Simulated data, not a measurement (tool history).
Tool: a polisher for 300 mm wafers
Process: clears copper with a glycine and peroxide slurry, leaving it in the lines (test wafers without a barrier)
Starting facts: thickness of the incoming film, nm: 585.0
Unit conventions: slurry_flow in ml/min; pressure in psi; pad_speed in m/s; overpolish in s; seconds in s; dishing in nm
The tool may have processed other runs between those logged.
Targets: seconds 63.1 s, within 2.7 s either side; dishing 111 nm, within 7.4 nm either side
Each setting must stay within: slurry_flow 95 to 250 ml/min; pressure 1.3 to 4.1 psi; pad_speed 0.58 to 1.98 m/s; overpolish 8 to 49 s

{"run": 1, "hour": 0.0, "slurry_flow": 160, "pressure": 2.7, "pad_speed": 1.28, "overpolish": 25, "seconds": 83.463, "dishing": 83.51}
{"run": 2, "hour": 5.7, "slurry_flow": 160, "pressure": 2.7, "pad_speed": 1.1, "overpolish": 25, "seconds": 94.061, "dishing": 79.444}
{"run": 3, "hour": 8.1, "slurry_flow": 160, "pressure": 2.7, "pad_speed": 0.84, "overpolish": 25, "seconds": 116.8, "dishing": 67.408}
{"run": 4, "hour": 10.4, "slurry_flow": 160, "pressure": 2.9, "pad_speed": 0.88, "overpolish": 25, "seconds": 106.2, "dishing": 70.974}
{"run": 5, "hour": 16.9, "slurry_flow": 160, "pressure": 3.4, "pad_speed": 0.88, "overpolish": 25, "seconds": 95.363, "dishing": 77.801}
{"run": 6, "hour": 21.3, "slurry_flow": 160, "pressure": 3.5, "pad_speed": 0.92, "overpolish": 25, "seconds": 92.097, "dishing": 81.65}
{"run": 7, "hour": 28.5, "slurry_flow": 160, "pressure": 3.6, "pad_speed": 0.98, "overpolish": 25, "seconds": 83.455, "dishing": 88.054}
{"run": 8, "hour": 32.7, "slurry_flow": 175, "pressure": 4.1, "pad_speed": 1.12, "overpolish": 26, "seconds": 66.84, "dishing": 99.994}

4 candidate next runs follow, results not yet known. Just one meets every target within its allowed miss. Identify it.
{"run": "A", "hour": 36.9, "slurry_flow": 230, "pressure": 4.1, "pad_speed": 1.14, "overpolish": 30, "seconds": "?", "dishing": "?"}
{"run": "B", "hour": 36.9, "slurry_flow": 175, "pressure": 3.9, "pad_speed": 1.26, "overpolish": 18, "seconds": "?", "dishing": "?"}
{"run": "C", "hour": 36.9, "slurry_flow": 160, "pressure": 4.1, "pad_speed": 1.22, "overpolish": 18, "seconds": "?", "dishing": "?"}
{"run": "D", "hour": 36.9, "slurry_flow": 120, "pressure": 3.5, "pad_speed": 1.26, "overpolish": 32, "seconds": "?", "dishing": "?"}

move=A seconds=61.186 dishing=116.72
move=B seconds=60.568 dishing=86.118
move=C seconds=60.762 dishing=86.296
move=D seconds=71.255 dishing=109.36
A: hits every target within its allowed miss
B: misses by more than the last run did
C: misses by more than the last run did
D: brings the result that was furthest off to its target, and leaves another outside
Move A is the one to make.
